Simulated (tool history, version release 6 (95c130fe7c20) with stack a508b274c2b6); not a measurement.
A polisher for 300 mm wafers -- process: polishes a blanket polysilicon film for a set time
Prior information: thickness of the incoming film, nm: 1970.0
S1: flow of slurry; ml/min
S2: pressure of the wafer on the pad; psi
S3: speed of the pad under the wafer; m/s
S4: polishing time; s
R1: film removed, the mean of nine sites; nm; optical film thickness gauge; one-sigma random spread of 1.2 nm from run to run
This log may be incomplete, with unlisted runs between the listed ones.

run  hour   S1   S2    S3  S4      R1
  1   0.0  200  2.6  0.80  27  169.65
  2   3.4  200  2.6  0.64  27  136.41
  3   8.7  200  2.6  0.56  27  120.41
  4  15.7  175  2.6  0.56  27  118.64
  5  19.1  175  2.6  0.56  27  117.94
  6  26.1  175  2.2  0.56  27  105.58
  7  26.7  185  2.5  0.56  27  118.27
  8  34.5  200  2.7  0.56  27  122.88
  9  38.1  200  2.9  0.56  27  127.98
 10  44.6  200  3.1  0.56  27  136.53
 11  51.5  200  3.2  0.56  27  136.73
 12  53.5  205  3.3  0.56  27  140.97
 13  59.1  205  3.4  0.56  27  143.91

Forecast run 14:
 14  63.1  205  3.4  0.56  27   ?

Run 14 produced R1 144.10 nm.

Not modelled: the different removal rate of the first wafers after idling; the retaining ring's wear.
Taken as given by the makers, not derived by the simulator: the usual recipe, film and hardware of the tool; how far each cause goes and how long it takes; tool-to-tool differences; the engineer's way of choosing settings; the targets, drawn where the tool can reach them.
